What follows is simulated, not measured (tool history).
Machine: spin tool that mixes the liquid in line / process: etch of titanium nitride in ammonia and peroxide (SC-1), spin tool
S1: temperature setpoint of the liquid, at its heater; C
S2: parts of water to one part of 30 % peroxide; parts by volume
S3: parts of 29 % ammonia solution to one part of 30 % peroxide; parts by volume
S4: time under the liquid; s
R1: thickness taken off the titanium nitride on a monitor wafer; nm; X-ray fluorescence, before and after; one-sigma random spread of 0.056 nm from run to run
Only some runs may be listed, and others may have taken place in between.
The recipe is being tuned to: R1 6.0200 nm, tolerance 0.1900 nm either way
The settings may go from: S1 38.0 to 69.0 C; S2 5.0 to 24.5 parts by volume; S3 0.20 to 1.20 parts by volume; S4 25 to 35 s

{"run": 1, "hour": 0.0, "S1": 53.0, "S2": 13.5, "S3": 0.75, "S4": 35, "R1": 3.0012}
{"run": 2, "hour": 2.2, "S1": 53.0, "S2": 13.5, "S3": 0.75, "S4": 25, "R1": 2.1612}
{"run": 3, "hour": 10.7, "S1": 53.0, "S2": 13.5, "S3": 1.0, "S4": 25, "R1": 2.2722}
{"run": 4, "hour": 11.2, "S1": 57.5, "S2": 13.5, "S3": 1.0, "S4": 25, "R1": 3.0949}
{"run": 5, "hour": 18.9, "S1": 60.5, "S2": 13.5, "S3": 1.0, "S4": 25, "R1": 3.7593}
{"run": 6, "hour": 23.7, "S1": 60.5, "S2": 13.5, "S3": 1.1, "S4": 25, "R1": 3.8126}
{"run": 7, "hour": 28.5, "S1": 62.5, "S2": 13.5, "S3": 1.1, "S4": 25, "R1": 4.4256}
{"run": 8, "hour": 37.5, "S1": 64.0, "S2": 13.5, "S3": 1.1, "S4": 25, "R1": 4.917}

Of the 5 settings listed for the next run, only one would bring every result within its allowed miss of target. Which one?
{"run": "A", "hour": 46.5, "S1": 60.5, "S2": 11.5, "S3": 1.05, "S4": 25, "R1": "?"}
{"run": "B", "hour": 46.5, "S1": 60.5, "S2": 14.5, "S3": 1.0, "S4": 35, "R1": "?"}
{"run": "C", "hour": 46.5, "S1": 63.5, "S2": 15.5, "S3": 1.05, "S4": 35, "R1": "?"}
{"run": "D", "hour": 46.5, "S1": 62.5, "S2": 16.0, "S3": 1.1, "S4": 35, "R1": "?"}
{"run": "E", "hour": 46.5, "S1": 67.0, "S2": 21.0, "S3": 0.95, "S4": 35, "R1": "?"}

move=A R1=4.1442
move=B R1=5.1051
move=C R1=6.0608
move=D R1=5.6223
move=E R1=6.3495
A: lands further from the targets than the last run did
B: gains on the last run, yet a result remains outside its allowed miss
C: every result lands within tolerance
D: gains on the last run, yet a result remains outside its allowed miss
E: the result that was furthest off in the last run now lies on the other side of its target
So the answer is move C, the one that meets all the targets.

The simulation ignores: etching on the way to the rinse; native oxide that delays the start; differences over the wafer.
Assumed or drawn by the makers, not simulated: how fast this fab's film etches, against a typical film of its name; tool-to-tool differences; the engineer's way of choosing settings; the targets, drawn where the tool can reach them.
